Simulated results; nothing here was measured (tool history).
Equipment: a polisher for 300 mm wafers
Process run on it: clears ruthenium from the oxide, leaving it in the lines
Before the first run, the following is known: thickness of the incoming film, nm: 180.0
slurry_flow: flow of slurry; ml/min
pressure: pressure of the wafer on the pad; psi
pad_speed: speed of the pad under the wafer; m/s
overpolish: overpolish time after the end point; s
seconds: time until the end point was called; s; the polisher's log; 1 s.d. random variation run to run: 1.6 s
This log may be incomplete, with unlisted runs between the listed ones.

run    day  slurry_flow  pressure  pad_speed  overpolish  seconds
  1      0          140       2.7        1.2           6   142.74
  2  0.283          140       2.7        1.2           4   140.04
  3  0.538          140       2.7        0.9           4   187.57
  4  0.775          140       2.7       0.72           4   231.04
  5  1.138          145       2.9       0.72           4   213.64
  6  1.433          145       3.1       0.72           4   206.04
  7  1.621          170       3.8       0.74           4   168.81

For run 8, what comes out?
  8  1.858          170       3.9       0.74           4        ?

Run 8 yielded seconds 168.94 s.
